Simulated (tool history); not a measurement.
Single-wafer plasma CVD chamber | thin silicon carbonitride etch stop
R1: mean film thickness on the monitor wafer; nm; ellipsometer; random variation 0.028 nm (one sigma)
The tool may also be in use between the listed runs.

Run 1, hour 0.0: RF power (W) 155, deposition time (s) 8.66. Result: R1 4.6514 nm.
Run 2, hour 3.7: RF power (W) 155, deposition time (s) 9.43. Result: R1 5.0759 nm.
Run 3, hour 12.6: RF power (W) 165, deposition time (s) 9.43. Result: R1 5.1476 nm.
Run 4, hour 17.2: RF power (W) 165, deposition time (s) 8.83. Result: R1 4.8238 nm.
Run 5, hour 24.1: RF power (W) 165, deposition time (s) 9.87. Result: R1 5.3854 nm.
Run 6, hour 27.3: RF power (W) 145, deposition time (s) 9.87. Result: R1 5.1535 nm.

Forecast run 7:
Run 7, hour 35.2: RF power (W) 155, deposition time (s) 9.93. Result: R1 ?.

{"run 7": {"R1": 5.2947}}

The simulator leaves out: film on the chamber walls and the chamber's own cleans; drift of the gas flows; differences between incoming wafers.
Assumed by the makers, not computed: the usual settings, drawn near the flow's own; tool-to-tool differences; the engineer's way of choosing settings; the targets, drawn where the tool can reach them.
